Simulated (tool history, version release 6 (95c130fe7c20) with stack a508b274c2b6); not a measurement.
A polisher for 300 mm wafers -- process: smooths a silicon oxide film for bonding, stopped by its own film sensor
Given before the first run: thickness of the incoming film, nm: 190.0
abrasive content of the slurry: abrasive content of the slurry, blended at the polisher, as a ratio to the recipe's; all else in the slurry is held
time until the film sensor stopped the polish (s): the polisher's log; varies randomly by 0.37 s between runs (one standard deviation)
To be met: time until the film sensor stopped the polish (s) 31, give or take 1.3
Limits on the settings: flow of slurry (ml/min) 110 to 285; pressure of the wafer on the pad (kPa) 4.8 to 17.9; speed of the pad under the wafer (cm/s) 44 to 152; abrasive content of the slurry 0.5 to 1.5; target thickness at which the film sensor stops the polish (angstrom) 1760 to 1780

run    day  flow of slurry (ml/min)  pressure of the wafer on the pad (kPa)  speed of the pad under the wafer (cm/s)  abrasive content of the slurry  target thickness at which the film sensor stops the polish (angstrom)  time until the film sensor stopped the polish (s)
  1      0                      180                                      11                                       98                               1                                                                   1760                                             20.507
  2  0.325                      180                                     9.7                                       98                               1                                                                   1760                                             23.456
  3  0.358                      180                                     9.7                                       98                               1                                                                   1760                                             23.547
  4  0.429                      180                                       9                                       98                               1                                                                   1760                                             25.053
  5  0.729                      180                                       9                                      112                               1                                                                   1760                                             22.966
  6  1.008                      180                                     8.3                                      112                               1                                                                   1760                                             24.284
  7  1.117                      180                                     7.6                                      112                               1                                                                   1760                                             27.062
  8  1.375                      175                                     6.9                                      112                               1                                                                   1760                                              29.58

Exercise: of the 5 proposed moves below, exactly one satisfies all targets within the stated allowed misses. Which move is it?
  A  1.633                      175                                     5.5                                      116                            1.15                                                                   1780                                                  ?
  B  1.633                      125                                    10.3                                       62                               1                                                                   1780                                                  ?
  C  1.633                      185                                     5.5                                      114                             1.1                                                                   1780                                                  ?
  D  1.633                      225                                     4.8                                      118                             1.1                                                                   1780                                                  ?
  E  1.633                      215                                     8.3                                      128                            0.75                                                                   1760                                                  ?

move  time until the film sensor stopped the polish (s)
   A                                             27.917
   B                                             27.827
   C                                             28.697
   D                                             30.846
   E                                             26.416
A: its largest miss is bigger than the last run's
B: its largest miss is bigger than the last run's
C: its largest miss is bigger than the last run's
D: hits every target within its allowed miss
E: its largest miss is bigger than the last run's
Answer: D
